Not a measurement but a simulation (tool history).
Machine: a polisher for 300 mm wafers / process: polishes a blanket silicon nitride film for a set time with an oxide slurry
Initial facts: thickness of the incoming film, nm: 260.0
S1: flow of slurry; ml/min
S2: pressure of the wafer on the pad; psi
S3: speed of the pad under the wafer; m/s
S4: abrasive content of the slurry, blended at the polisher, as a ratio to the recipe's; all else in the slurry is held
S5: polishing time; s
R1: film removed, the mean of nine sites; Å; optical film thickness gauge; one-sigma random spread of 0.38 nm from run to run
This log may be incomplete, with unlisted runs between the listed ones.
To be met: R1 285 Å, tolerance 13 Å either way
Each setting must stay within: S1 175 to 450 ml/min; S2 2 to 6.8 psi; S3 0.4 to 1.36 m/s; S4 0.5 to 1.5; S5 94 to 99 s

Run 1, day 0: S1 290 ml/min, S2 4.4 psi, S3 0.88 m/s, S4 1, S5 94 s. Result: R1 491.84 Å.
Run 2, day 0.325: S1 255 ml/min, S2 4.4 psi, S3 0.88 m/s, S4 1, S5 94 s. Result: R1 512.95 Å.
Run 3, day 0.4: S1 260 ml/min, S2 4.2 psi, S3 0.88 m/s, S4 1, S5 94 s. Result: R1 477.26 Å.
Run 4, day 0.596: S1 260 ml/min, S2 4.2 psi, S3 0.88 m/s, S4 1.2, S5 94 s. Result: R1 524.19 Å.
Run 5, day 0.783: S1 300 ml/min, S2 4.2 psi, S3 0.88 m/s, S4 1.2, S5 94 s. Result: R1 523.47 Å.
Run 6, day 1.096: S1 350 ml/min, S2 4.2 psi, S3 0.88 m/s, S4 1.2, S5 94 s. Result: R1 534.25 Å.
Run 7, day 1.279: S1 350 ml/min, S2 4 psi, S3 0.86 m/s, S4 1.2, S5 94 s. Result: R1 512.09 Å.
At day 1.462: worn pad replaced by a new one.
Run 8, day 1.462: S1 350 ml/min, S2 3.8 psi, S3 0.84 m/s, S4 1.2, S5 94 s. Result: R1 524.05 Å.
Run 9, day 1.488: S1 340 ml/min, S2 3.6 psi, S3 0.8 m/s, S4 1.15, S5 94 s. Result: R1 474.48 Å.
Run 10, day 1.683: S1 335 ml/min, S2 3.4 psi, S3 0.76 m/s, S4 1.1, S5 94 s. Result: R1 426.47 Å.
Run 11, day 1.842: S1 335 ml/min, S2 3.3 psi, S3 0.74 m/s, S4 1.1, S5 94 s. Result: R1 426.48 Å.
Run 12, day 2.204: S1 335 ml/min, S2 3.2 psi, S3 0.7 m/s, S4 1.1, S5 94 s. Result: R1 381.59 Å.
Run 13, day 2.412: S1 335 ml/min, S2 3.1 psi, S3 0.68 m/s, S4 1.1, S5 94 s. Result: R1 376.77 Å.
Run 14, day 2.708: S1 335 ml/min, S2 3 psi, S3 0.66 m/s, S4 1.1, S5 94 s. Result: R1 359.8 Å.
Run 15, day 2.996: S1 330 ml/min, S2 2.9 psi, S3 0.66 m/s, S4 1.1, S5 94 s. Result: R1 355.51 Å.
Run 16, day 3.171: S1 325 ml/min, S2 2.8 psi, S3 0.66 m/s, S4 1.1, S5 94 s. Result: R1 333.1 Å.
Run 17, day 3.342: S1 320 ml/min, S2 2.8 psi, S3 0.66 m/s, S4 1.1, S5 94 s. Result: R1 352.43 Å.
Run 18, day 3.608: S1 320 ml/min, S2 2.7 psi, S3 0.66 m/s, S4 1.1, S5 94 s. Result: R1 335.91 Å.
Run 19, day 3.829: S1 315 ml/min, S2 2.6 psi, S3 0.66 m/s, S4 1.1, S5 94 s. Result: R1 318.24 Å.
Run 20, day 4.196: S1 315 ml/min, S2 2.6 psi, S3 0.66 m/s, S4 1.1, S5 94 s. Result: R1 327.89 Å.
Run 21, day 4.492: S1 310 ml/min, S2 2.6 psi, S3 0.66 m/s, S4 1.1, S5 94 s. Result: R1 332.45 Å.
Run 22, day 4.679: S1 310 ml/min, S2 2 psi, S3 0.64 m/s, S4 1.1, S5 94 s. Result: R1 276.94 Å.

4 next moves are on the table. One of them brings every result within its allowed miss. Which?
Run A, day 4.867: S1 405 ml/min, S2 2.2 psi, S3 0.52 m/s, S4 1.1, S5 98 s. Result: R1 ?.
Run B, day 4.867: S1 365 ml/min, S2 2.3 psi, S3 0.64 m/s, S4 0.85, S5 99 s. Result: R1 ?.
Run C, day 4.867: S1 320 ml/min, S2 2.2 psi, S3 0.5 m/s, S4 1.2, S5 99 s. Result: R1 ?.
Run D, day 4.867: S1 315 ml/min, S2 2 psi, S3 0.54 m/s, S4 1.15, S5 99 s. Result: R1 ?.

move      R1
   A  261.49
   B  283.56
   C  260.59
   D  257.88
A: moves away from the targets compared with the last run
B: all results in spec
C: moves away from the targets compared with the last run
D: moves away from the targets compared with the last run
Move B is the one to make.
